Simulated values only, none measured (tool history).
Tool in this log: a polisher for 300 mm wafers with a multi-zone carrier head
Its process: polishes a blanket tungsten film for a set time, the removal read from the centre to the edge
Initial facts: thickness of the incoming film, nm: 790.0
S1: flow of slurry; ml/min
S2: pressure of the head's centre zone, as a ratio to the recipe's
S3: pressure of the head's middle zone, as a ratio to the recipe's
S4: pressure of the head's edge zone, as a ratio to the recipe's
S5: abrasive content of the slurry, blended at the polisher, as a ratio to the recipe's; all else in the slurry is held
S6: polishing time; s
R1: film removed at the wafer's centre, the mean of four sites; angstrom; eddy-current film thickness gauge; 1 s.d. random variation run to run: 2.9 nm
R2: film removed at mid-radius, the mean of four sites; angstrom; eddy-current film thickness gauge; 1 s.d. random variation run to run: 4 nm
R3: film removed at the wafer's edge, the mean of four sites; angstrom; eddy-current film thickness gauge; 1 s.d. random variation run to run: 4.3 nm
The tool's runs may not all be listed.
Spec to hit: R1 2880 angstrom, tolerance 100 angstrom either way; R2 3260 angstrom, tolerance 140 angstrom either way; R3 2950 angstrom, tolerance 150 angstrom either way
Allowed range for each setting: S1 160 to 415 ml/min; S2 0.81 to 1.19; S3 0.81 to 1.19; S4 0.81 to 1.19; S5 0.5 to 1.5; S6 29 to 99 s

run  hour   S1    S2    S3    S4    S5  S6      R1      R2      R3
  1     0  265     1     1     1     1  64  2450.5  2550.1  2430.1
  2   8.6  270  1.01  1.04  1.04  1.15  65  2652.5  2758.8  2585.3
  3  16.6  275     1  1.07  1.07  1.25  66  2695.1  2958.7  2700.4
  4  22.3  280     1  1.08  1.09   1.3  66  2712.4  3006.7  2716.6
  5  30.5  330     1  1.08  1.09   1.3  66  2767.7  3073.2  2796.1
  6  34.1  330  0.94  1.08  1.09   1.3  66  2647.7  3071.8  2826.7
  7  38.9  335  0.96  1.08  1.09  1.35  66  2739.3  3031.3  2781.8
  8  43.3  335  0.97  1.09  1.11  1.35  67  2721.8  3089.4  2887.9

Next run, 5 choices. One meets every target within its allowed miss, the rest don't. Which?
  A  47.7  315  1.07  0.99   1.1  1.45  69   ?   ?   ?
  B  47.7  235  0.98  1.09  1.07   1.5  70   ?   ?   ?
  C  47.7  295  0.86  1.19  1.19   1.2  75   ?   ?   ?
  D  47.7  355  1.02   0.9  1.15   1.4  73   ?   ?   ?
  E  47.7  255  0.93  1.19  1.18  1.45  67   ?   ?   ?

move      R1      R2      R3
   A  3170.5  3011.8  3009.1
   B    2888  3260.4  2979.8
   C  2642.2  3661.6  3225.4
   D  3201.3  2946.5  3245.4
   E  2625.5  3365.3  2963.3
A: the result that was furthest off in the last run now lies on the other side of its target
B: each result inside its tolerance
C: further off than the last run
D: the result that was furthest off in the last run now lies on the other side of its target
E: further off than the last run
Go with B: it meets all targets.

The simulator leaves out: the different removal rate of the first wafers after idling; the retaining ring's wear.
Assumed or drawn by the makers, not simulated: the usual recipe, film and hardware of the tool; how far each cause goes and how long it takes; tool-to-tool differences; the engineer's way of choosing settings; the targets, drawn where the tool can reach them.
